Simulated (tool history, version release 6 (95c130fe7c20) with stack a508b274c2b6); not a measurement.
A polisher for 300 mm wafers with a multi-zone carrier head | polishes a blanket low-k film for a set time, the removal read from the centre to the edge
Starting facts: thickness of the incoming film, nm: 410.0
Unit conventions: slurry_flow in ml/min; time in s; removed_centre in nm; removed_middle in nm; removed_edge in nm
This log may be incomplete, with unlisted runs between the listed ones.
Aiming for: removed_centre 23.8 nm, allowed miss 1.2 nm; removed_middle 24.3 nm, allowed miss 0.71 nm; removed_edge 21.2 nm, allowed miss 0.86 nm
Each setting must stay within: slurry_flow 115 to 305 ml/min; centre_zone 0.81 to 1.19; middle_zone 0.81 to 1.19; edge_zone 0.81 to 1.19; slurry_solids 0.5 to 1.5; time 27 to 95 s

run 1 hour=0 | slurry_flow=195 centre_zone=1 middle_zone=1 edge_zone=1 slurry_solids=1 time=61 | removed_centre=37.387 removed_middle=36.899 removed_edge=37.22
run 2 hour=4.9 | slurry_flow=195 centre_zone=1 middle_zone=1 edge_zone=1 slurry_solids=1 time=56 | removed_centre=34.905 removed_middle=34.39 removed_edge=34.635
run 3 hour=7.9 | slurry_flow=240 centre_zone=1 middle_zone=1 edge_zone=1 slurry_solids=1 time=56 | removed_centre=35.246 removed_middle=34.982 removed_edge=35.393
run 4 hour=11.9 | slurry_flow=240 centre_zone=1 middle_zone=1 edge_zone=1 slurry_solids=1 time=66 | removed_centre=41.618 removed_middle=41.116 removed_edge=41.281
run 5 hour=19.2 | slurry_flow=230 centre_zone=1 middle_zone=1.02 edge_zone=0.94 slurry_solids=0.85 time=60 | removed_centre=34.492 removed_middle=35.906 removed_edge=33.888
run 6 hour=25.2 | slurry_flow=220 centre_zone=1.02 middle_zone=1.01 edge_zone=0.9 slurry_solids=0.75 time=56 | removed_centre=30.833 removed_middle=30.713 removed_edge=29.262
run 7 hour=33.2 | slurry_flow=215 centre_zone=1.03 middle_zone=1.03 edge_zone=0.87 slurry_solids=0.65 time=53 | removed_centre=27.356 removed_middle=28.151 removed_edge=25.708
run 8 hour=35.7 | slurry_flow=205 centre_zone=1.04 middle_zone=1.04 edge_zone=0.85 slurry_solids=0.6 time=52 | removed_centre=27.409 removed_middle=26.604 removed_edge=23.893
run 9 hour=37.9 | slurry_flow=190 centre_zone=1.02 middle_zone=1.04 edge_zone=0.84 slurry_solids=0.55 time=52 | removed_centre=24.559 removed_middle=25.577 removed_edge=22.886
run 10 hour=45 | slurry_flow=180 centre_zone=1.03 middle_zone=1.04 edge_zone=0.83 slurry_solids=0.55 time=52 | removed_centre=24.634 removed_middle=24.45 removed_edge=22.472
run 11 hour=52.6 | slurry_flow=180 centre_zone=1.03 middle_zone=1.05 edge_zone=0.82 slurry_solids=0.55 time=52 | removed_centre=24.719 removed_middle=25.11 removed_edge=22.384
run 12 hour=53.3 | slurry_flow=175 centre_zone=1.03 middle_zone=1.06 edge_zone=0.82 slurry_solids=0.55 time=52 | removed_centre=24.669 removed_middle=25.324 removed_edge=22.286
-- hour=58 edge zone pressure recalibrated
run 13 hour=58 | slurry_flow=170 centre_zone=1.03 middle_zone=1.06 edge_zone=0.82 slurry_solids=0.55 time=52 | removed_centre=23.705 removed_middle=25.09 removed_edge=21.521

Which single option among these 4 for the next run brings every result within its allowed miss of target? Just one does.
run A hour=62.7 | slurry_flow=205 centre_zone=0.98 middle_zone=1.02 edge_zone=0.87 slurry_solids=0.65 time=49 | removed_centre=? removed_middle=? removed_edge=?
run B hour=62.7 | slurry_flow=190 centre_zone=0.99 middle_zone=0.97 edge_zone=0.89 slurry_solids=0.55 time=53 | removed_centre=? removed_middle=? removed_edge=?
run C hour=62.7 | slurry_flow=195 centre_zone=0.99 middle_zone=1.1 edge_zone=0.91 slurry_solids=0.5 time=53 | removed_centre=? removed_middle=? removed_edge=?
run D hour=62.7 | slurry_flow=155 centre_zone=1.03 middle_zone=1.05 edge_zone=0.81 slurry_solids=0.55 time=52 | removed_centre=? removed_middle=? removed_edge=?

move=A removed_centre=24.161 removed_middle=25.358 removed_edge=22.772
move=B removed_centre=24.137 removed_middle=24.08 removed_edge=22.885
move=C removed_centre=23.232 removed_middle=25.75 removed_edge=22.158
move=D removed_centre=23.598 removed_middle=24.312 removed_edge=20.913
A: misses by more than the last run did
B: gets the furthest-off result to its target, but another result is out of tolerance
C: misses by more than the last run did
D: every result lands within tolerance
Go with D: it meets all targets.
